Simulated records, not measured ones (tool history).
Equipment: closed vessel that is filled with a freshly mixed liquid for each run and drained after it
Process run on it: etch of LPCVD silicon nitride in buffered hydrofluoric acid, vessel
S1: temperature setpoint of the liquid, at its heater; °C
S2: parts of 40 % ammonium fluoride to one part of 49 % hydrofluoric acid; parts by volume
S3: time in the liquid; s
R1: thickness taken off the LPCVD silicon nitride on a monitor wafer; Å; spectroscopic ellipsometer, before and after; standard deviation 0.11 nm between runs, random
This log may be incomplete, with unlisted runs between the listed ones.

run	hour	S1	S2	S3	R1
1	0.0	23.0	12.0	520	61.626
2	8.9	20.0	12.0	520	52.414
3	9.9	20.0	12.0	310	31.479
4	14.3	23.5	11.5	310	40.214
5	18.4	20.5	11.5	310	34.439
6	26.7	19.0	11.5	310	31.272

What will run 7 give?
7	29.2	22.5	9.5	375	?

R1: 54.246 Å

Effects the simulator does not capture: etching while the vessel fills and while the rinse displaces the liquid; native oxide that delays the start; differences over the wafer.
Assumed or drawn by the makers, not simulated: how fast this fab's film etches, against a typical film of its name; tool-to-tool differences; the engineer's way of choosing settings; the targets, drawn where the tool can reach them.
